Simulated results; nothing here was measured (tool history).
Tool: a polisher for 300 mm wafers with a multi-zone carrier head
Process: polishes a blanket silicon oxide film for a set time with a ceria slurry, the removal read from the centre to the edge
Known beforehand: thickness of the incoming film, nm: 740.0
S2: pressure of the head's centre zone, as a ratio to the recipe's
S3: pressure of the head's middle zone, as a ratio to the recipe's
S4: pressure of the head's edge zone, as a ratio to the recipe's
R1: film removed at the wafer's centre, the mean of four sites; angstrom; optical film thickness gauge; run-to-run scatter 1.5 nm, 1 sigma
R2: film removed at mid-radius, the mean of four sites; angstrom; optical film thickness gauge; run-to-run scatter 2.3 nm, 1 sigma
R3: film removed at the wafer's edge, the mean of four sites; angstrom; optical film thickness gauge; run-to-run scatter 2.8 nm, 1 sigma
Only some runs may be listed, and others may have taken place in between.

Run 1, hour 0.0: flow of slurry (ml/min) 290, S2 1.00, S3 1.00, S4 1.00, polishing time (s) 48. Result: R1 2902.9 angstrom, R2 3026.7 angstrom, R3 3018.9 angstrom.
Run 2, hour 8.9: flow of slurry (ml/min) 290, S2 1.00, S3 1.05, S4 1.00, polishing time (s) 48. Result: R1 2917.9 angstrom, R2 3173.8 angstrom, R3 3008.8 angstrom.
Run 3, hour 16.1: flow of slurry (ml/min) 300, S2 1.02, S3 1.03, S4 0.96, polishing time (s) 44. Result: R1 2716.4 angstrom, R2 2852.8 angstrom, R3 2659.8 angstrom.
Run 4, hour 19.0: flow of slurry (ml/min) 300, S2 1.06, S3 1.03, S4 0.96, polishing time (s) 44. Result: R1 2892.6 angstrom, R2 2915.9 angstrom, R3 2730.8 angstrom.
Run 5, hour 20.2: flow of slurry (ml/min) 325, S2 1.05, S3 0.99, S4 0.92, polishing time (s) 41. Result: R1 2675.8 angstrom, R2 2607.0 angstrom, R3 2512.7 angstrom.
Run 6, hour 23.9: flow of slurry (ml/min) 320, S2 1.05, S3 0.98, S4 0.89, polishing time (s) 39. Result: R1 2527.0 angstrom, R2 2499.9 angstrom, R3 2357.8 angstrom.
Run 7, hour 24.4: flow of slurry (ml/min) 320, S2 1.06, S3 0.96, S4 0.87, polishing time (s) 38. Result: R1 2480.2 angstrom, R2 2366.6 angstrom, R3 2296.5 angstrom.
Run 8, hour 25.2: flow of slurry (ml/min) 315, S2 1.07, S3 0.96, S4 0.85, polishing time (s) 37. Result: R1 2435.0 angstrom, R2 2276.4 angstrom, R3 2185.8 angstrom.
Run 9, hour 29.7: flow of slurry (ml/min) 300, S2 1.07, S3 0.96, S4 0.84, polishing time (s) 37. Result: R1 2408.5 angstrom, R2 2298.9 angstrom, R3 2195.6 angstrom.
Run 10, hour 37.0: flow of slurry (ml/min) 300, S2 1.08, S3 0.96, S4 0.83, polishing time (s) 36. Result: R1 2399.5 angstrom, R2 2262.5 angstrom, R3 2119.2 angstrom.

For run 11, what comes out?
Run 11, hour 38.3: flow of slurry (ml/min) 290, S2 1.08, S3 0.95, S4 0.82, polishing time (s) 36. Result: R1 ?, R2 ?, R3 ?.

{"run 11": {"R1": 2368.7, "R2": 2231.7, "R3": 2088.3}}
